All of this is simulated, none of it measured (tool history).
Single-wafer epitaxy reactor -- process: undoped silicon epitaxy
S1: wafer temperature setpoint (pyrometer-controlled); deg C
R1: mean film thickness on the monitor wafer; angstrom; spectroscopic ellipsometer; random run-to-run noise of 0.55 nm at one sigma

{"run": 1, "hour": 0.0, "S1": 665, "deposition time (s)": 549, "R1": 1627.7}
{"run": 2, "hour": 4.4, "S1": 670, "deposition time (s)": 549, "R1": 1778.2}
{"run": 3, "hour": 12.8, "S1": 671, "deposition time (s)": 549, "R1": 1820.8}
{"run": 4, "hour": 15.4, "S1": 679, "deposition time (s)": 549, "R1": 2099.1}
{"run": 5, "hour": 18.9, "S1": 679, "deposition time (s)": 624, "R1": 2384.4}
{"run": 6, "hour": 20.4, "S1": 677, "deposition time (s)": 624, "R1": 2299}
{"run": 7, "hour": 27.9, "S1": 675, "deposition time (s)": 624, "R1": 2217.3}

Forecast run 8:
{"run": 8, "hour": 31.3, "S1": 674, "deposition time (s)": 624, "R1": "?"}

{"run 8": {"R1": 2176.8}}
